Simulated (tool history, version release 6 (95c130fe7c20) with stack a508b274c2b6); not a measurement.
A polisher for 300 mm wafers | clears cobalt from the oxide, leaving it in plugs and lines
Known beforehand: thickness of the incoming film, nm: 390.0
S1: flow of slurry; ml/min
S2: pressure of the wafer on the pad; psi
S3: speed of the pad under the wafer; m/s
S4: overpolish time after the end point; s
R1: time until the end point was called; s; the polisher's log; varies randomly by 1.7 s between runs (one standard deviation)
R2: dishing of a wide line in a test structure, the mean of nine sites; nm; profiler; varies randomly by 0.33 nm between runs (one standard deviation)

run 1 day=0 | S1=255 S2=1.6 S3=1.22 S4=17 | R1=65.662 R2=27.037
run 2 day=0.108 | S1=215 S2=1.6 S3=1.22 S4=17 | R1=66.557 R2=27.701
run 3 day=0.375 | S1=255 S2=1.6 S3=1.22 S4=17 | R1=63.865 R2=27.376
run 4 day=0.525 | S1=255 S2=1.6 S3=1.44 S4=17 | R1=55.031 R2=27.756
run 5 day=0.617 | S1=255 S2=1.6 S3=1.58 S4=17 | R1=50.955 R2=27.466
run 6 day=0.638 | S1=255 S2=1.6 S3=1.3 S4=17 | R1=60.447 R2=28.537

Run 7 is up next; what results do you expect?
run 7 day=0.846 | S1=240 S2=1.4 S3=1.18 S4=15 | R1=? R2=?

Run 7 gave R1 75.747 s, R2 26.401 nm.

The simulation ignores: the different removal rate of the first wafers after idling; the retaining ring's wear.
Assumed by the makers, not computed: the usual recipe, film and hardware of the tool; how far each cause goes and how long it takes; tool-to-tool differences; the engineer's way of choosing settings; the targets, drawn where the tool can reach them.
